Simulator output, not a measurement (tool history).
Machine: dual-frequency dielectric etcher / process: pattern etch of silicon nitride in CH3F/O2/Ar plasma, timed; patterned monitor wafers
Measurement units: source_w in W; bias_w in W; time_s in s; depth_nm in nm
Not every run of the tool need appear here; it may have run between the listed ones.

run	hour	source_w	bias_w	time_s	depth_nm
1	0.0	430	66	28	18.948
2	8.4	430	66	28	18.990
3	16.1	430	66	28	18.930
4	24.8	510	66	28	20.172
5	25.8	480	65	28	19.580
6	26.6	460	65	28	19.433
7	32.1	460	65	28	19.332

Run 8 is up next; what results do you expect?
8	34.1	460	65	28	?

{"run 8": {"depth_nm": 19.474}}
